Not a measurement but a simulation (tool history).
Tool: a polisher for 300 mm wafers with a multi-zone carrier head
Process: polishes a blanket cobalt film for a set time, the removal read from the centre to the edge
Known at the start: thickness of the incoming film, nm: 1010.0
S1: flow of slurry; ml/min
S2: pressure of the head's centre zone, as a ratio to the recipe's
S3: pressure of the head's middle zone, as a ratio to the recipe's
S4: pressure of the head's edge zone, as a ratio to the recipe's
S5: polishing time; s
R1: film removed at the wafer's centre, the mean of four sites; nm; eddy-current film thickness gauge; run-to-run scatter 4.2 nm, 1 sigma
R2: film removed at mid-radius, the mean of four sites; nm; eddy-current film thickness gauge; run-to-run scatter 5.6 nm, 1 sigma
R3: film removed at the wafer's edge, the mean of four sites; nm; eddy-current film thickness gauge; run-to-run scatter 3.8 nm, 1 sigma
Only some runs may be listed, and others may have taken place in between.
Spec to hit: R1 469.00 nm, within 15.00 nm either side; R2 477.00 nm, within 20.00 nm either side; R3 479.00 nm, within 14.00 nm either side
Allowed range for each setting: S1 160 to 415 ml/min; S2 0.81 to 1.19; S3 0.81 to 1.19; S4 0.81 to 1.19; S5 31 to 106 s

Run 1, hour 0.0: S1 265 ml/min, S2 1.00, S3 1.00, S4 1.00, S5 68 s. Result: R1 391.39 nm, R2 418.85 nm, R3 385.02 nm.
Run 2, hour 8.2: S1 265 ml/min, S2 1.00, S3 1.00, S4 1.05, S5 68 s. Result: R1 387.15 nm, R2 421.69 nm, R3 395.02 nm.
Run 3, hour 13.9: S1 265 ml/min, S2 1.00, S3 1.00, S4 1.05, S5 62 s. Result: R1 362.37 nm, R2 377.17 nm, R3 363.58 nm.
Run 4, hour 22.7: S1 275 ml/min, S2 1.02, S3 1.00, S4 1.09, S5 67 s. Result: R1 389.47 nm, R2 411.04 nm, R3 400.15 nm.
Run 5, hour 25.3: S1 275 ml/min, S2 0.99, S3 1.00, S4 1.09, S5 67 s. Result: R1 384.71 nm, R2 414.50 nm, R3 405.08 nm.
Run 6, hour 29.2: S1 295 ml/min, S2 1.02, S3 1.01, S4 1.12, S5 69 s. Result: R1 409.16 nm, R2 424.41 nm, R3 418.55 nm.
Run 7, hour 34.4: S1 300 ml/min, S2 1.03, S3 1.01, S4 1.14, S5 72 s. Result: R1 436.69 nm, R2 453.28 nm, R3 450.82 nm.
Run 8, hour 35.7: S1 315 ml/min, S2 1.04, S3 1.02, S4 1.16, S5 72 s. Result: R1 444.92 nm, R2 454.62 nm, R3 442.30 nm.
Run 9, hour 42.5: S1 315 ml/min, S2 1.04, S3 1.01, S4 1.17, S5 73 s. Result: R1 447.51 nm, R2 468.75 nm, R3 459.60 nm.
Run 10, hour 44.1: S1 315 ml/min, S2 1.04, S3 1.01, S4 1.17, S5 73 s. Result: R1 446.51 nm, R2 466.81 nm, R3 454.13 nm.

5 candidate next runs follow, results not yet known. Just one meets every target within its allowed miss. Identify it.
Run A, hour 45.7: S1 315 ml/min, S2 0.97, S3 1.02, S4 1.19, S5 75 s. Result: R1 ?, R2 ?, R3 ?.
Run B, hour 45.7: S1 380 ml/min, S2 1.01, S3 1.05, S4 1.13, S5 72 s. Result: R1 ?, R2 ?, R3 ?.
Run C, hour 45.7: S1 255 ml/min, S2 1.00, S3 0.95, S4 1.06, S5 82 s. Result: R1 ?, R2 ?, R3 ?.
Run D, hour 45.7: S1 285 ml/min, S2 1.06, S3 1.11, S4 1.19, S5 70 s. Result: R1 ?, R2 ?, R3 ?.
Run E, hour 45.7: S1 320 ml/min, S2 0.96, S3 1.02, S4 1.19, S5 75 s. Result: R1 ?, R2 ?, R3 ?.

move      R1      R2      R3
   A  432.29  480.49  475.47
   B  438.33  478.78  448.94
   C  477.36  487.52  483.96
   D  436.31  476.51  440.55
   E  428.52  481.10  475.92
A: gets the furthest-off result to its target, but another result is out of tolerance
B: lands further from the targets than the last run did
C: in spec on every target
D: lands further from the targets than the last run did
E: gets the furthest-off result to its target, but another result is out of tolerance
The right move is C.
